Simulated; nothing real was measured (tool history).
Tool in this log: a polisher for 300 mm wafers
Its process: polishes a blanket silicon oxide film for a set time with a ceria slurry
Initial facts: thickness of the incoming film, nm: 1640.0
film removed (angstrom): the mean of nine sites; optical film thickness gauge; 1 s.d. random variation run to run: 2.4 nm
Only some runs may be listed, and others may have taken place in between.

run,hour,flow of slurry (ml/min),pressure of the wafer on the pad (psi),speed of the pad under the wafer (cm/s),polishing time (s),film removed (angstrom)
1,0.0,175,3.2,106,61,2719.8
2,8.9,145,3.2,106,61,2553.6
3,15.8,145,3.2,106,61,2605.1
4,21.5,145,3.5,106,61,2710.9
5,25.4,180,3.5,106,61,2883.9
6,26.5,180,3.5,106,61,2889.5
7,28.1,200,3.7,106,61,3069.0

Run 8, settings as shown, results not yet in. Your forecast:
8,32.1,200,4.4,106,61,?

Run 8 gave film removed (angstrom) 3463.9.
